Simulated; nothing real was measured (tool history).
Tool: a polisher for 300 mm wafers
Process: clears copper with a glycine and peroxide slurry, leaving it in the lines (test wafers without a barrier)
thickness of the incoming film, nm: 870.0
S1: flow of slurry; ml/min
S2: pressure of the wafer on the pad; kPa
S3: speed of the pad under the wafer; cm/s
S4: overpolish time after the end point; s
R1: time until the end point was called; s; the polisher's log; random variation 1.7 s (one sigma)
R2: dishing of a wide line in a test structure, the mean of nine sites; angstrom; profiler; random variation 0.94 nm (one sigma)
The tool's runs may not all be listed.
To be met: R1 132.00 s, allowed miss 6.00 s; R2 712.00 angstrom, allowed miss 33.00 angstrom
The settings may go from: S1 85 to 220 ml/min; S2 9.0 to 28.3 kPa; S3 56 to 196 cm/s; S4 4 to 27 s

Run 1, hour 0.0: S1 140 ml/min, S2 18.6 kPa, S3 126 cm/s, S4 14 s. Result: R1 134.26 s, R2 534.79 angstrom.
Run 2, hour 4.9: S1 140 ml/min, S2 18.6 kPa, S3 116 cm/s, S4 14 s. Result: R1 142.57 s, R2 520.61 angstrom.
Run 3, hour 5.9: S1 140 ml/min, S2 19.3 kPa, S3 114 cm/s, S4 15 s. Result: R1 148.10 s, R2 544.03 angstrom.
Run 4, hour 12.2: S1 140 ml/min, S2 22.1 kPa, S3 114 cm/s, S4 15 s. Result: R1 133.26 s, R2 579.90 angstrom.
Run 5, hour 16.4: S1 140 ml/min, S2 22.1 kPa, S3 114 cm/s, S4 16 s. Result: R1 132.82 s, R2 613.61 angstrom.
Run 6, hour 18.5: S1 140 ml/min, S2 22.1 kPa, S3 114 cm/s, S4 13 s. Result: R1 128.97 s, R2 522.10 angstrom.
Run 7, hour 26.2: S1 140 ml/min, S2 22.1 kPa, S3 114 cm/s, S4 14 s. Result: R1 134.81 s, R2 553.51 angstrom.
Run 8, hour 30.8: S1 140 ml/min, S2 22.8 kPa, S3 114 cm/s, S4 15 s. Result: R1 134.27 s, R2 595.65 angstrom.
Run 9, hour 33.5: S1 145 ml/min, S2 23.4 kPa, S3 114 cm/s, S4 16 s. Result: R1 125.75 s, R2 655.50 angstrom.
Run 10, hour 40.8: S1 145 ml/min, S2 23.4 kPa, S3 114 cm/s, S4 16 s. Result: R1 125.99 s, R2 640.49 angstrom.
Run 11, hour 43.4: S1 140 ml/min, S2 23.4 kPa, S3 114 cm/s, S4 17 s. Result: R1 126.84 s, R2 676.52 angstrom.

5 next moves are on the table. One of them brings every result within its allowed miss. Which?
Run A, hour 46.0: S1 135 ml/min, S2 24.1 kPa, S3 108 cm/s, S4 22 s. Result: R1 ?, R2 ?.
Run B, hour 46.0: S1 130 ml/min, S2 24.1 kPa, S3 124 cm/s, S4 16 s. Result: R1 ?, R2 ?.
Run C, hour 46.0: S1 125 ml/min, S2 22.1 kPa, S3 120 cm/s, S4 19 s. Result: R1 ?, R2 ?.
Run D, hour 46.0: S1 115 ml/min, S2 22.8 kPa, S3 114 cm/s, S4 17 s. Result: R1 ?, R2 ?.
Run E, hour 46.0: S1 135 ml/min, S2 27.6 kPa, S3 96 cm/s, S4 16 s. Result: R1 ?, R2 ?.

move      R1      R2
   A  131.79  802.98
   B  117.80  694.46
   C  129.72  729.28
   D  135.19  657.04
   E  133.14  643.85
A: takes the result that was furthest off past its target
B: brings the result that was furthest off to its target, and leaves another outside
C: meets every target
D: further off than the last run
E: further off than the last run
Move C is the one to make.
